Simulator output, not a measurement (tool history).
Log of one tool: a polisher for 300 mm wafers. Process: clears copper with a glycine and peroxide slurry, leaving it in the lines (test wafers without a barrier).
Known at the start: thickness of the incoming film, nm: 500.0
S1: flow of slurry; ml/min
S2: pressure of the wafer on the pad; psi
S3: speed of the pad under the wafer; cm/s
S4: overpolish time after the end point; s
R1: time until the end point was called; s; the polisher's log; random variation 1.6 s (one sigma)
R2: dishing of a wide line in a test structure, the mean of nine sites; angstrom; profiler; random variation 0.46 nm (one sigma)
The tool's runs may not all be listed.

| run | day | S1 | S2 | S3 | S4 | R1 | R2 |
|---|---|---|---|---|---|---|---|
| 1 | 0.000 | 210 | 2.8 | 84 | 20 | 86.578 | 641.38 |
| 2 | 0.329 | 210 | 2.8 | 84 | 25 | 86.010 | 837.22 |
| 3 | 0.621 | 210 | 2.8 | 62 | 25 | 109.780 | 643.08 |
| 4 | 0.762 | 255 | 2.8 | 62 | 25 | 108.920 | 697.45 |
| 5 | 0.875 | 240 | 2.9 | 60 | 23 | 108.310 | 645.69 |
| 6 | 0.929 | 225 | 2.7 | 64 | 21 | 108.870 | 592.94 |
| 7 | 1.288 | 285 | 1.9 | 88 | 11 | 109.260 | 314.54 |

Forecast run 8:
| 8 | 1.667 | 285 | 1.9 | 88 | 11 | ? | ? |

{"run 8": {"R1": 108.19, "R2": 330.45}}
